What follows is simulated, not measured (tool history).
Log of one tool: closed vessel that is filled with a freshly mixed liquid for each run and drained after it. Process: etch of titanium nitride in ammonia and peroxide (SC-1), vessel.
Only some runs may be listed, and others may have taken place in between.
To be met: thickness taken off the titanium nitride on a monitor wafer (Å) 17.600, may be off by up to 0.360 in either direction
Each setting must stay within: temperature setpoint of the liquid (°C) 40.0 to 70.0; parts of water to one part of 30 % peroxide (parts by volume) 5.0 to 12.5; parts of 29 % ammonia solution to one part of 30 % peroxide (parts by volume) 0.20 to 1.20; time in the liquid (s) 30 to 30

run  hour  temperature setpoint of the liquid (°C)  parts of water to one part of 30 % peroxide (parts by volume)  parts of 29 % ammonia solution to one part of 30 % peroxide (parts by volume)  time in the liquid (s)  thickness taken off the titanium nitride on a monitor wafer (Å)
  1   0.0                                     56.0                                                            7.0                                                                           0.75                      30                                                           42.492
  2   8.5                                     56.0                                                            7.0                                                                           0.75                      30                                                           42.048
  3  10.1                                     52.0                                                            7.0                                                                           0.75                      30                                                           32.147
  4  12.7                                     52.0                                                            7.0                                                                           0.60                      30                                                           31.529
  5  20.9                                     49.5                                                            7.0                                                                           0.60                      30                                                           26.364
  6  21.8                                     53.5                                                            7.0                                                                           0.60                      30                                                           34.980
  7  24.1                                     45.5                                                            7.0                                                                           0.60                      30                                                           19.856
  8  27.8                                     45.0                                                            7.0                                                                           0.60                      30                                                           19.094
  9  34.2                                     45.0                                                            7.0                                                                           0.60                      30                                                           19.023
 10  35.9                                     44.5                                                            7.0                                                                           0.60                      30                                                           18.618

Which of these 5 next moves meets every target?
  A  37.6                                     43.0                                                            7.0                                                                           0.60                      30                                                                ?
  B  37.6                                     43.5                                                            8.0                                                                           0.80                      30                                                                ?
  C  37.6                                     42.5                                                            7.0                                                                           0.75                      30                                                                ?
  D  37.6                                     41.0                                                            5.0                                                                           0.90                      30                                                                ?
  E  37.6                                     44.0                                                            7.5                                                                           0.55                      30                                                                ?

move  thickness taken off the titanium nitride on a monitor wafer (Å)
   A                                                           16.549
   B                                                           16.808
   C                                                           16.513
   D                                                           17.691
   E                                                           16.961
A: the result that was furthest off in the last run now lies on the other side of its target
B: the result that was furthest off in the last run now lies on the other side of its target
C: the result that was furthest off in the last run now lies on the other side of its target
D: all results land within tolerance of their targets
E: the result that was furthest off in the last run now lies on the other side of its target
The move that meets every target is D.
